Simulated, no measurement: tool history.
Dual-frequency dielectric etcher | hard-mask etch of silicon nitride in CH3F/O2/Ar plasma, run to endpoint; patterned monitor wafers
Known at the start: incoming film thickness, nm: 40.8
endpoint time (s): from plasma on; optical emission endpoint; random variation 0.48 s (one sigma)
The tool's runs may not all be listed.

run 1 hour=0.0 | source_power_(kW)=0.390 bias_power_(kW)=0.082 | endpoint_time_(s)=53.156
run 2 hour=4.8 | source_power_(kW)=0.390 bias_power_(kW)=0.073 | endpoint_time_(s)=54.585
run 3 hour=13.7 | source_power_(kW)=0.390 bias_power_(kW)=0.060 | endpoint_time_(s)=57.398
run 4 hour=19.1 | source_power_(kW)=0.390 bias_power_(kW)=0.050 | endpoint_time_(s)=59.822
run 5 hour=22.6 | source_power_(kW)=0.390 bias_power_(kW)=0.050 | endpoint_time_(s)=58.971
run 6 hour=28.5 | source_power_(kW)=0.420 bias_power_(kW)=0.050 | endpoint_time_(s)=58.648

The next listed run, before its measurement:
run 7 hour=36.4 | source_power_(kW)=0.400 bias_power_(kW)=0.050 | endpoint_time_(s)=?

{"run 7": {"endpoint time (s)": 60.5}}
